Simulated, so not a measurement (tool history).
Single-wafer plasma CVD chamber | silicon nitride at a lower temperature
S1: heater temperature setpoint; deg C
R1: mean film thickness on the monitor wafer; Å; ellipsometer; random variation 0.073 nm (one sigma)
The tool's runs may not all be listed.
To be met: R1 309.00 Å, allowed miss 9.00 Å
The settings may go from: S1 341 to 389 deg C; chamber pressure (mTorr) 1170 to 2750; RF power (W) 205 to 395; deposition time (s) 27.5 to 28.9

{"run": 1, "day": 0.0, "S1": 365, "chamber pressure (mTorr)": 1960, "RF power (W)": 300, "deposition time (s)": 28.9, "R1": 367.64}
{"run": 2, "day": 0.029, "S1": 365, "chamber pressure (mTorr)": 1920, "RF power (W)": 295, "deposition time (s)": 28.8, "R1": 360.01}
{"run": 3, "day": 0.171, "S1": 365, "chamber pressure (mTorr)": 1880, "RF power (W)": 290, "deposition time (s)": 28.7, "R1": 351.68}
{"run": 4, "day": 0.371, "S1": 365, "chamber pressure (mTorr)": 1840, "RF power (W)": 285, "deposition time (s)": 28.7, "R1": 344.63}
{"run": 5, "day": 0.662, "S1": 365, "chamber pressure (mTorr)": 1800, "RF power (W)": 285, "deposition time (s)": 28.7, "R1": 342.89}
{"run": 6, "day": 0.929, "S1": 365, "chamber pressure (mTorr)": 1560, "RF power (W)": 285, "deposition time (s)": 28.7, "R1": 325.16}
{"run": 7, "day": 1.046, "S1": 365, "chamber pressure (mTorr)": 1540, "RF power (W)": 285, "deposition time (s)": 28.7, "R1": 323.54}
{"run": 8, "day": 1.204, "S1": 365, "chamber pressure (mTorr)": 1520, "RF power (W)": 285, "deposition time (s)": 28.7, "R1": 322.45}
{"run": 9, "day": 1.462, "S1": 365, "chamber pressure (mTorr)": 1510, "RF power (W)": 285, "deposition time (s)": 28.7, "R1": 319.15}
{"run": 10, "day": 1.75, "S1": 365, "chamber pressure (mTorr)": 1500, "RF power (W)": 285, "deposition time (s)": 28.7, "R1": 319.23}
{"run": 11, "day": 2.054, "S1": 365, "chamber pressure (mTorr)": 1500, "RF power (W)": 285, "deposition time (s)": 28.7, "R1": 319.13}
{"run": 12, "day": 2.258, "S1": 365, "chamber pressure (mTorr)": 1490, "RF power (W)": 285, "deposition time (s)": 28.7, "R1": 318.94}

5 next moves are on the table. One of them brings every result within its allowed miss. Which?
{"run": "A", "day": 2.462, "S1": 369, "chamber pressure (mTorr)": 1420, "RF power (W)": 280, "deposition time (s)": 28.9, "R1": "?"}
{"run": "B", "day": 2.462, "S1": 365, "chamber pressure (mTorr)": 1310, "RF power (W)": 275, "deposition time (s)": 27.5, "R1": "?"}
{"run": "C", "day": 2.462, "S1": 351, "chamber pressure (mTorr)": 1740, "RF power (W)": 315, "deposition time (s)": 28.3, "R1": "?"}
{"run": "D", "day": 2.462, "S1": 364, "chamber pressure (mTorr)": 1340, "RF power (W)": 315, "deposition time (s)": 28.9, "R1": "?"}
{"run": "E", "day": 2.462, "S1": 357, "chamber pressure (mTorr)": 1510, "RF power (W)": 260, "deposition time (s)": 27.5, "R1": "?"}

move=A R1=312.12
move=B R1=284.05
move=C R1=357.93
move=D R1=327.71
move=E R1=292.22
A: meets every target
B: takes the result that was furthest off past its target
C: further off than the last run
D: further off than the last run
E: takes the result that was furthest off past its target
Answer: A
